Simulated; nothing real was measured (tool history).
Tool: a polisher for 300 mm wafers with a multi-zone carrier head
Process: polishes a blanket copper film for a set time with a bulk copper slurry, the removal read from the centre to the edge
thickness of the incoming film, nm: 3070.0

run,hour,flow of slurry (ml/min),pressure of the head's centre zone,pressure of the head's middle zone,pressure of the head's edge zone,abrasive content of the slurry,polishing time (s),film removed at the wafer's centre (nm),film removed at mid-radius (nm),film removed at the wafer's edge (nm)
1,0.0,160,1.00,1.00,1.00,1.00,83,728.68,723.08,713.05
2,7.5,160,1.00,0.95,1.00,1.00,83,710.97,711.05,728.56
3,10.4,160,1.00,0.95,1.00,1.00,97,839.99,824.75,839.00
4,13.1,170,0.98,0.95,1.04,1.15,99,871.37,876.91,899.14
5,19.2,145,0.98,0.95,1.04,1.15,99,839.53,848.62,866.71
6,23.5,115,0.98,0.95,1.04,1.15,99,785.31,781.70,839.89
7,31.0,135,0.96,0.94,1.08,1.20,101,835.30,842.64,905.14
8,39.5,150,0.94,0.94,1.11,1.25,102,858.76,885.36,950.95
9,41.3,160,0.93,0.94,1.13,1.30,103,869.83,904.33,990.22
10,46.0,170,0.92,0.95,1.14,1.35,103,869.33,944.83,978.58
11,55.0,175,0.91,0.94,1.15,1.35,105,889.00,944.26,1017.40

Forecast run 12:
12,58.8,180,0.90,0.94,1.16,1.40,106,?,?,?

Run 12 gave film removed at the wafer's centre (nm) 898.98, film removed at mid-radius (nm) 978.13, film removed at the wafer's edge (nm) 1055.80.

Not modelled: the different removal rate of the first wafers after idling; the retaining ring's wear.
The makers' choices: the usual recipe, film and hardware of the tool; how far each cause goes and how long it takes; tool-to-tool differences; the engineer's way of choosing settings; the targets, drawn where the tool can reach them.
